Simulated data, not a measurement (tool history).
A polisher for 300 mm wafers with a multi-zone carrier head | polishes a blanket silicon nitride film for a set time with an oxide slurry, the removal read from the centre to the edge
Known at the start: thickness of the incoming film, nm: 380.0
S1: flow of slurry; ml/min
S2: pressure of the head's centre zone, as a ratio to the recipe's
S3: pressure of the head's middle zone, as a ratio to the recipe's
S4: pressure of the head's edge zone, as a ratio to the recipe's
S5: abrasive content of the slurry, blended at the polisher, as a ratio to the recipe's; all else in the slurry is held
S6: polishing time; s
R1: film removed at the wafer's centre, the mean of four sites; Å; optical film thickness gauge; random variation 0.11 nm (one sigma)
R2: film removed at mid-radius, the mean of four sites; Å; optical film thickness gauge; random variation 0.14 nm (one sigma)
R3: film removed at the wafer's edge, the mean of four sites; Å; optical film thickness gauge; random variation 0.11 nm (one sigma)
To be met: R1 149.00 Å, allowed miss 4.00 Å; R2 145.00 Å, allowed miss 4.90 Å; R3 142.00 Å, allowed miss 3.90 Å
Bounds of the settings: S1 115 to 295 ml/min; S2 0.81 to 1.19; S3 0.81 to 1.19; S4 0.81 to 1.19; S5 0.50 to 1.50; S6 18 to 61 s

run  hour   S1    S2    S3    S4    S5  S6      R1      R2      R3
  1   0.0  190  1.00  1.00  1.00  1.00  39  174.04  176.76  168.46
  2   5.0  190  1.00  1.00  1.00  1.20  39  191.27  191.27  186.33
  3   7.5  185  0.99  0.98  0.97  1.15  39  189.99  183.86  177.23
  4  14.7  180  0.96  0.96  0.96  1.10  39  175.38  178.73  172.30
  5  21.2  180  1.00  0.96  0.96  1.10  39  185.75  180.02  174.01
     26.0  -- edge zone pressure recalibrated
  6  26.0  180  0.99  0.93  0.94  1.05  39  178.96  172.22  174.11
  7  33.3  155  1.03  0.98  0.88  0.80  38  149.99  143.82  135.86
  8  39.7  155  1.02  0.97  0.89  0.80  38  145.47  141.87  136.61

Which of these 5 next moves meets every target?
  A  46.1  155  0.99  1.11  0.85  0.80  37   ?   ?   ?
  B  46.1  200  0.98  1.08  0.85  0.60  45   ?   ?   ?
  C  46.1  150  1.02  0.99  0.95  0.75  40   ?   ?   ?
  D  46.1  115  1.01  1.00  0.88  0.60  49   ?   ?   ?
  E  46.1  175  1.01  0.95  0.81  1.05  32   ?   ?   ?

move      R1      R2      R3
   A  141.95  150.09  129.22
   B  145.10  151.72  131.17
   C  150.16  144.35  140.22
   D  142.49  140.40  133.46
   E  150.64  142.44  130.65
A: further off than the last run
B: further off than the last run
C: meets every target
D: further off than the last run
E: further off than the last run
Answer: C
